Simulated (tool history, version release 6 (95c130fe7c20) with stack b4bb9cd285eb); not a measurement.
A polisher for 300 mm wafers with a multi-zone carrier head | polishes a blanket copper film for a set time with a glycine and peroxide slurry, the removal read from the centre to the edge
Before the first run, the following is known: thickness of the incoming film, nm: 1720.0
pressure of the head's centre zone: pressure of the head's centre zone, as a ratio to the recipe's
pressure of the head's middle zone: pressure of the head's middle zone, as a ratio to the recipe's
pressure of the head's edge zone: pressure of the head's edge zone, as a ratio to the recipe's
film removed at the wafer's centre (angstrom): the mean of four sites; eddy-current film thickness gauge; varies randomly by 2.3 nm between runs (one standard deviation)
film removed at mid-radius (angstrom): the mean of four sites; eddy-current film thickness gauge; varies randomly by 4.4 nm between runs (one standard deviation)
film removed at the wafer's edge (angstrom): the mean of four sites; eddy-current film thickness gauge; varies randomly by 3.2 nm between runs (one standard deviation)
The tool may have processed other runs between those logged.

| run | hour | flow of slurry (ml/min) | pressure of the head's centre zone | pressure of the head's middle zone | pressure of the head's edge zone | polishing time (s) | film removed at the wafer's centre (angstrom) | film removed at mid-radius (angstrom) | film removed at the wafer's edge (angstrom) |
|---|---|---|---|---|---|---|---|---|---|
| 1 | 0 | 190 | 1 | 1 | 1 | 33 | 2166.4 | 2183.9 | 2189 |
| 2 | 6.9 | 160 | 1 | 1 | 1 | 33 | 2064.3 | 2069.4 | 2168.1 |
| 3 | 13.7 | 180 | 1 | 1 | 1 | 33 | 2120.6 | 2174.4 | 2193.4 |
| 4 | 20.7 | 180 | 1 | 1 | 1.07 | 33 | 2149.1 | 2120.1 | 2282.4 |
| 5 | 24 | 180 | 1.09 | 1 | 1.07 | 33 | 2335 | 2163.6 | 2272.5 |
| 6 | 26.2 | 190 | 1.08 | 1.03 | 1.08 | 34 | 2382.1 | 2347.8 | 2424.8 |
| 7 | 31.1 | 200 | 1.09 | 1.05 | 1.09 | 34 | 2435.6 | 2360.8 | 2396.2 |
| 8 | 39.1 | 205 | 1.08 | 1.07 | 1.09 | 35 | 2521.1 | 2519.4 | 2413.6 |
| 9 | 43 | 205 | 1.07 | 1.08 | 1.1 | 36 | 2578.5 | 2627.4 | 2543.8 |

Run 10 comes next. What will it give?
| 10 | 50.4 | 255 | 1.06 | 1.18 | 1.14 | 38 | ? | ? | ? |

film removed at the wafer's centre (angstrom): 2727.8
film removed at mid-radius (angstrom): 3024.6
film removed at the wafer's edge (angstrom): 2819.4
